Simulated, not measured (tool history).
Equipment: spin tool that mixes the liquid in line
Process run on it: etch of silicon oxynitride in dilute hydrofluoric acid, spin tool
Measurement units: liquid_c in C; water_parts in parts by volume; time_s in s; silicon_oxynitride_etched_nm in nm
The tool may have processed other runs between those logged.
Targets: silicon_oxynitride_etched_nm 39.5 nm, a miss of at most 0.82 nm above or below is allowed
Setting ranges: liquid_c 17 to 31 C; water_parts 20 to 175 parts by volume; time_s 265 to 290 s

run 1 hour=0 | liquid_c=23 water_parts=95 time_s=265 | silicon_oxynitride_etched_nm=13.45
run 2 hour=7.3 | liquid_c=21.5 water_parts=95 time_s=265 | silicon_oxynitride_etched_nm=12.567
run 3 hour=15.3 | liquid_c=24 water_parts=95 time_s=265 | silicon_oxynitride_etched_nm=14.108
run 4 hour=21.2 | liquid_c=24 water_parts=95 time_s=290 | silicon_oxynitride_etched_nm=15.444
run 5 hour=22.3 | liquid_c=27 water_parts=95 time_s=290 | silicon_oxynitride_etched_nm=17.462
run 6 hour=23.6 | liquid_c=27 water_parts=80 time_s=290 | silicon_oxynitride_etched_nm=21.28
run 7 hour=30 | liquid_c=28 water_parts=70 time_s=290 | silicon_oxynitride_etched_nm=25.792
run 8 hour=33.1 | liquid_c=29 water_parts=65 time_s=290 | silicon_oxynitride_etched_nm=29.013
run 9 hour=37.3 | liquid_c=29.5 water_parts=60 time_s=290 | silicon_oxynitride_etched_nm=32.559
run 10 hour=42 | liquid_c=30 water_parts=55 time_s=290 | silicon_oxynitride_etched_nm=36.867
run 11 hour=43 | liquid_c=30.5 water_parts=55 time_s=290 | silicon_oxynitride_etched_nm=37.356
run 12 hour=50.9 | liquid_c=31 water_parts=50 time_s=290 | silicon_oxynitride_etched_nm=42.557
run 13 hour=56.6 | liquid_c=30.5 water_parts=50 time_s=290 | silicon_oxynitride_etched_nm=41.222

Which of these 4 next moves meets every target?
run A hour=62.3 | liquid_c=27 water_parts=45 time_s=290 | silicon_oxynitride_etched_nm=?
run B hour=62.3 | liquid_c=28 water_parts=40 time_s=275 | silicon_oxynitride_etched_nm=?
run C hour=62.3 | liquid_c=31 water_parts=50 time_s=290 | silicon_oxynitride_etched_nm=?
run D hour=62.3 | liquid_c=25 water_parts=40 time_s=275 | silicon_oxynitride_etched_nm=?

move=A silicon_oxynitride_etched_nm=38.98
move=B silicon_oxynitride_etched_nm=43.816
move=C silicon_oxynitride_etched_nm=42.135
move=D silicon_oxynitride_etched_nm=37.916
A: every result lands within tolerance
B: its largest miss is bigger than the last run's
C: its largest miss is bigger than the last run's
D: pushes the last run's worst result past its target
Answer: A
